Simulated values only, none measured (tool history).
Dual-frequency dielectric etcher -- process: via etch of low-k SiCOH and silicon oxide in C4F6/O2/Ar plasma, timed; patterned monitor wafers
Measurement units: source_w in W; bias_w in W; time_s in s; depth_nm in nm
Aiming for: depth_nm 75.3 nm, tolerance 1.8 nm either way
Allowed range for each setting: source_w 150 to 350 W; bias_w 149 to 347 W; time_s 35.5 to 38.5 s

run 1 hour=0 | source_w=250 bias_w=248 time_s=38.5 | depth_nm=89.092
run 2 hour=3.7 | source_w=230 bias_w=240 time_s=38.5 | depth_nm=84.73
run 3 hour=8.5 | source_w=220 bias_w=236 time_s=38.5 | depth_nm=82.705
run 4 hour=15 | source_w=210 bias_w=233 time_s=38.5 | depth_nm=80.576
run 5 hour=16.6 | source_w=230 bias_w=233 time_s=38.5 | depth_nm=83.871
run 6 hour=20 | source_w=250 bias_w=233 time_s=38.5 | depth_nm=87.125
run 7 hour=26.4 | source_w=230 bias_w=229 time_s=38.5 | depth_nm=83.527
run 8 hour=31.3 | source_w=220 bias_w=226 time_s=38.5 | depth_nm=81.417
run 9 hour=40.1 | source_w=210 bias_w=224 time_s=38.5 | depth_nm=79.421
run 10 hour=48.3 | source_w=200 bias_w=223 time_s=38.5 | depth_nm=77.441
run 11 hour=53.4 | source_w=200 bias_w=222 time_s=38.5 | depth_nm=77.336
run 12 hour=57.3 | source_w=200 bias_w=221 time_s=38.5 | depth_nm=77.071
run 13 hour=65.2 | source_w=200 bias_w=221 time_s=38.5 | depth_nm=77.324
run 14 hour=71.1 | source_w=180 bias_w=216 time_s=38.5 | depth_nm=72.944
run 15 hour=79.8 | source_w=180 bias_w=216 time_s=38.5 | depth_nm=73.08
run 16 hour=87.2 | source_w=180 bias_w=217 time_s=38.5 | depth_nm=73.18
run 17 hour=94.3 | source_w=180 bias_w=218 time_s=38.5 | depth_nm=73.202
run 18 hour=103 | source_w=180 bias_w=219 time_s=38.5 | depth_nm=73.561

Next run, 5 choices. One meets every target within its allowed miss, the rest don't. Which?
run A hour=111.7 | source_w=170 bias_w=254 time_s=36 | depth_nm=?
run B hour=111.7 | source_w=170 bias_w=217 time_s=38.5 | depth_nm=?
run C hour=111.7 | source_w=200 bias_w=193 time_s=37 | depth_nm=?
run D hour=111.7 | source_w=180 bias_w=226 time_s=37 | depth_nm=?
run E hour=111.7 | source_w=190 bias_w=217 time_s=38.5 | depth_nm=?

move=A depth_nm=70.692
move=B depth_nm=71.275
move=C depth_nm=70.737
move=D depth_nm=71.409
move=E depth_nm=75.037
A: further off than the last run
B: further off than the last run
C: further off than the last run
D: further off than the last run
E: hits every target within its allowed miss
So the answer is move E, the one that meets all the targets.
